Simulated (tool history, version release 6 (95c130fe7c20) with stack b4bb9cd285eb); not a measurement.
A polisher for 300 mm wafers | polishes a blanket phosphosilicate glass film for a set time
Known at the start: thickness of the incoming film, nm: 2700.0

run	hour	flow of slurry (ml/min)	pressure of the wafer on the pad (psi)	speed of the pad under the wafer (m/s)	abrasive content of the slurry	polishing time (s)	film removed (Å)
1	0	180	4.1	0.76	1	33	2036.2
2	3.3	180	4.1	0.66	1	33	1929
3	6	185	4.7	0.7	1	33	2202.8
4	11.1	185	4.7	0.7	0.9	33	2062.9
5	17.2	185	5.1	0.78	0.9	33	2333.1
6	24.3	190	5.4	0.86	0.9	33	2567.3
7	25.6	190	5.6	0.94	0.9	33	2714.1
8	30	195	5.8	1	0.95	33	2968.2
9	31.8	195	5.9	1.04	1	33	3125.5
10	39	195	6	1.08	1.05	33	3247.6
11	42.3	200	6.1	1.1	1.1	33	3446.7
# hour 47.1: conditioning disc replaced and pad reconditioned
12	47.1	200	6.2	1.12	1.1	33	5429.3
13	51.5	200	6.2	1.12	1.1	33	5259.7
14	53.3	180	6.1	1.12	1.1	33	5157.3

The next listed run, before its measurement:
15	60.1	190	6.1	1.12	1.1	33	?

film removed (Å): 5143.3
